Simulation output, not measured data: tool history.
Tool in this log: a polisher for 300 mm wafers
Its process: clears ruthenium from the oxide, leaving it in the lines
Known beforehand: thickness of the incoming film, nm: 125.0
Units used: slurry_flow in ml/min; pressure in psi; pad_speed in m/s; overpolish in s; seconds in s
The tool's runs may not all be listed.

run    day  slurry_flow  pressure  pad_speed  overpolish  seconds
  1      0          215       2.5       0.86          27   134.56
  2  0.325          215       2.4       0.86          27   138.43
  3  0.654          215       2.2       0.86          27   148.32
  4   0.85          215       2.8       0.86          27   118.35
  5  1.025          215       2.8       1.08          27   103.69
  6  1.292          215       2.8       1.08          27   102.01
  7  1.492          200       2.1       1.06          27   136.12

What does the tool deliver on the next run?
  8  1.588          195         2       1.06          27        ?

seconds: 142.29 s
